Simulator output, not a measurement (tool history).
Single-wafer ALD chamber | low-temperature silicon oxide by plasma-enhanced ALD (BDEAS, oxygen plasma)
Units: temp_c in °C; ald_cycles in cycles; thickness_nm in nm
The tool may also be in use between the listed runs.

Run 1, hour 0: temp_c 90 °C, ald_cycles 62 cycles. Result: thickness_nm 8.623 nm.
Run 2, hour 7.2: temp_c 85 °C, ald_cycles 66 cycles. Result: thickness_nm 9.4188 nm.
Run 3, hour 12.5: temp_c 81 °C, ald_cycles 68 cycles. Result: thickness_nm 9.7254 nm.
Run 4, hour 19.2: temp_c 81 °C, ald_cycles 75 cycles. Result: thickness_nm 10.883 nm.
Run 5, hour 23.3: temp_c 81 °C, ald_cycles 82 cycles. Result: thickness_nm 11.747 nm.
Run 6, hour 28.8: temp_c 73 °C, ald_cycles 82 cycles. Result: thickness_nm 12.201 nm.
Run 7, hour 37.1: temp_c 73 °C, ald_cycles 82 cycles. Result: thickness_nm 12.187 nm.
Run 8, hour 39: temp_c 77 °C, ald_cycles 82 cycles. Result: thickness_nm 12.083 nm.
Run 9, hour 41.7: temp_c 80 °C, ald_cycles 82 cycles. Result: thickness_nm 11.938 nm.
Run 10, hour 49.6: temp_c 83 °C, ald_cycles 82 cycles. Result: thickness_nm 11.741 nm.
Run 11, hour 54.2: temp_c 85 °C, ald_cycles 82 cycles. Result: thickness_nm 11.6 nm.

Predict the results of run 12:
Run 12, hour 62.4: temp_c 86 °C, ald_cycles 82 cycles. Result: thickness_nm ?.

Run 12 measured thickness_nm 11.585 nm.
